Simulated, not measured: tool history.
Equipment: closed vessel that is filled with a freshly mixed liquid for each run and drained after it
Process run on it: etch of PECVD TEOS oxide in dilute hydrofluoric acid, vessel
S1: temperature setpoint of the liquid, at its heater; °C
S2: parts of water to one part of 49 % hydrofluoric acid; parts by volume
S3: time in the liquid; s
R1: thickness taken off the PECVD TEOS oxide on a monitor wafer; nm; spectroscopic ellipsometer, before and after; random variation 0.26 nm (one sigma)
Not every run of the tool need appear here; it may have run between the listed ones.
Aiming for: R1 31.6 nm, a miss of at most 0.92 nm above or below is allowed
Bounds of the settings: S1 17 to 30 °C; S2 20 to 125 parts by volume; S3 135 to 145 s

{"run": 1, "hour": 0.0, "S1": 22, "S2": 70, "S3": 135, "R1": 41.175}
{"run": 2, "hour": 7.8, "S1": 21.5, "S2": 70, "S3": 135, "R1": 40.375}
{"run": 3, "hour": 10.6, "S1": 21, "S2": 70, "S3": 135, "R1": 40.04}
{"run": 4, "hour": 17.4, "S1": 21, "S2": 55, "S3": 135, "R1": 51.413}
{"run": 5, "hour": 19.7, "S1": 17.5, "S2": 55, "S3": 135, "R1": 44.301}
{"run": 6, "hour": 23.2, "S1": 17.5, "S2": 55, "S3": 145, "R1": 47.846}
{"run": 7, "hour": 28.0, "S1": 17.5, "S2": 60, "S3": 145, "R1": 43.045}
{"run": 8, "hour": 31.1, "S1": 17, "S2": 70, "S3": 145, "R1": 36.119}
{"run": 9, "hour": 39.1, "S1": 17, "S2": 75, "S3": 145, "R1": 33.49}

Consider the 5 candidate settings below. Which is the only one whose results all fall within their allowed miss of target?
{"run": "A", "hour": 47.1, "S1": 17.5, "S2": 70, "S3": 135, "R1": "?"}
{"run": "B", "hour": 47.1, "S1": 17, "S2": 70, "S3": 140, "R1": "?"}
{"run": "C", "hour": 47.1, "S1": 18, "S2": 80, "S3": 140, "R1": "?"}
{"run": "D", "hour": 47.1, "S1": 17, "S2": 80, "S3": 135, "R1": "?"}
{"run": "E", "hour": 47.1, "S1": 17, "S2": 80, "S3": 140, "R1": "?"}

move=A R1=33.874
move=B R1=34.384
move=C R1=31.055
move=D R1=28.7
move=E R1=29.763
A: the biggest miss grows against the last run
B: the biggest miss grows against the last run
C: in spec on every target
D: takes the result that was furthest off past its target
E: takes the result that was furthest off past its target
C meets every target.

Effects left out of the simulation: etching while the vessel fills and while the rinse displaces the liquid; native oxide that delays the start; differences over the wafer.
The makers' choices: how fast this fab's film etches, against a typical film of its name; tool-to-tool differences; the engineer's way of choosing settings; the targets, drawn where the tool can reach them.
